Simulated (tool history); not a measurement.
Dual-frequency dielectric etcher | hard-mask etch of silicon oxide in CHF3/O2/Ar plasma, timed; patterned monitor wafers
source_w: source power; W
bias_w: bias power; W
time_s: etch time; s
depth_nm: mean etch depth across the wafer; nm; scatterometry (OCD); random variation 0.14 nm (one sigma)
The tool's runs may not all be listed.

| run | hour | source_w | bias_w | time_s | depth_nm |
|---|---|---|---|---|---|
| 1 | 0.0 | 650 | 207 | 10.0 | 23.044 |
| 2 | 8.6 | 650 | 207 | 10.0 | 23.080 |
| 3 | 15.9 | 570 | 207 | 10.0 | 21.820 |
| 4 | 19.4 | 600 | 209 | 10.0 | 22.396 |
| 5 | 21.1 | 630 | 211 | 10.0 | 22.870 |
| 6 | 28.7 | 660 | 213 | 10.0 | 23.514 |
| 7 | 35.6 | 680 | 214 | 10.0 | 23.910 |
|  | 37.3 | wet clean of the chamber |
| 8 | 37.3 | 690 | 215 | 10.0 | 23.198 |

The next listed run, before its measurement:
| 9 | 39.7 | 820 | 257 | 10.0 | ? |

Run 9 gave depth_nm 27.450 nm.
